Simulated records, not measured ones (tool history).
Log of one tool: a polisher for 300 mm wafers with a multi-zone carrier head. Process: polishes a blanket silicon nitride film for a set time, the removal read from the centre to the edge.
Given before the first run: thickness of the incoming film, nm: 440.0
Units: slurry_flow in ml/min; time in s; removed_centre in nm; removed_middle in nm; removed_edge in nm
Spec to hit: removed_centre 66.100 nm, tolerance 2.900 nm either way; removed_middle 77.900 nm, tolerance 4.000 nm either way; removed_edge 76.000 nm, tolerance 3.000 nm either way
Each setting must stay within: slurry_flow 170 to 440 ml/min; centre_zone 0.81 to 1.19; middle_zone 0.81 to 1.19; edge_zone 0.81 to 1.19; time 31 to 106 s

run 1 hour=0.0 | slurry_flow=280 centre_zone=1.00 middle_zone=1.00 edge_zone=1.00 time=68 | removed_centre=97.794 removed_middle=94.536 removed_edge=96.745
run 2 hour=8.5 | slurry_flow=275 centre_zone=0.96 middle_zone=1.00 edge_zone=0.99 time=65 | removed_centre=86.673 removed_middle=91.897 removed_edge=92.269
run 3 hour=14.2 | slurry_flow=275 centre_zone=0.96 middle_zone=1.00 edge_zone=0.99 time=75 | removed_centre=101.090 removed_middle=105.670 removed_edge=105.740
run 4 hour=15.0 | slurry_flow=275 centre_zone=0.96 middle_zone=1.00 edge_zone=1.05 time=75 | removed_centre=100.200 removed_middle=107.130 removed_edge=110.390
run 5 hour=17.9 | slurry_flow=275 centre_zone=0.94 middle_zone=0.99 edge_zone=1.01 time=71 | removed_centre=93.595 removed_middle=101.130 removed_edge=101.900
run 6 hour=24.2 | slurry_flow=275 centre_zone=0.94 middle_zone=0.99 edge_zone=1.06 time=71 | removed_centre=93.146 removed_middle=99.895 removed_edge=105.420
run 7 hour=29.4 | slurry_flow=270 centre_zone=0.92 middle_zone=0.98 edge_zone=1.03 time=67 | removed_centre=87.166 removed_middle=94.297 removed_edge=96.210
run 8 hour=34.5 | slurry_flow=265 centre_zone=0.90 middle_zone=0.97 edge_zone=1.02 time=64 | removed_centre=81.567 removed_middle=88.119 removed_edge=91.939
run 9 hour=40.2 | slurry_flow=265 centre_zone=0.83 middle_zone=1.02 edge_zone=0.92 time=52 | removed_centre=61.419 removed_middle=74.150 removed_edge=69.865
run 10 hour=49.2 | slurry_flow=270 centre_zone=0.84 middle_zone=1.02 edge_zone=0.94 time=52 | removed_centre=61.497 removed_middle=74.200 removed_edge=72.402
run 11 hour=57.4 | slurry_flow=270 centre_zone=0.84 middle_zone=1.02 edge_zone=0.94 time=52 | removed_centre=62.798 removed_middle=72.754 removed_edge=71.715
run 12 hour=65.5 | slurry_flow=270 centre_zone=0.84 middle_zone=1.03 edge_zone=0.95 time=53 | removed_centre=61.847 removed_middle=75.816 removed_edge=74.006

5 next moves are on the table. One of them brings every result within its allowed miss. Which?
run A hour=73.6 | slurry_flow=340 centre_zone=0.81 middle_zone=1.03 edge_zone=1.10 time=49 | removed_centre=? removed_middle=? removed_edge=?
run B hour=73.6 | slurry_flow=315 centre_zone=0.81 middle_zone=1.10 edge_zone=1.04 time=53 | removed_centre=? removed_middle=? removed_edge=?
run C hour=73.6 | slurry_flow=205 centre_zone=0.90 middle_zone=0.93 edge_zone=0.99 time=53 | removed_centre=? removed_middle=? removed_edge=?
run D hour=73.6 | slurry_flow=290 centre_zone=0.81 middle_zone=1.02 edge_zone=1.03 time=52 | removed_centre=? removed_middle=? removed_edge=?
run E hour=73.6 | slurry_flow=365 centre_zone=0.84 middle_zone=1.01 edge_zone=0.95 time=54 | removed_centre=? removed_middle=? removed_edge=?

move=A removed_centre=57.270 removed_middle=72.766 removed_edge=73.704
move=B removed_centre=61.618 removed_middle=81.921 removed_edge=77.159
move=C removed_centre=66.087 removed_middle=70.824 removed_edge=73.676
move=D removed_centre=60.044 removed_middle=75.887 removed_edge=75.079
move=E removed_centre=65.802 removed_middle=79.507 removed_edge=75.897
A: the biggest miss grows against the last run
B: the biggest miss grows against the last run
C: meets the target for the result that was furthest off, but another lies outside its allowed miss
D: the biggest miss grows against the last run
E: each result inside its tolerance
Correct choice: E, which meets every target
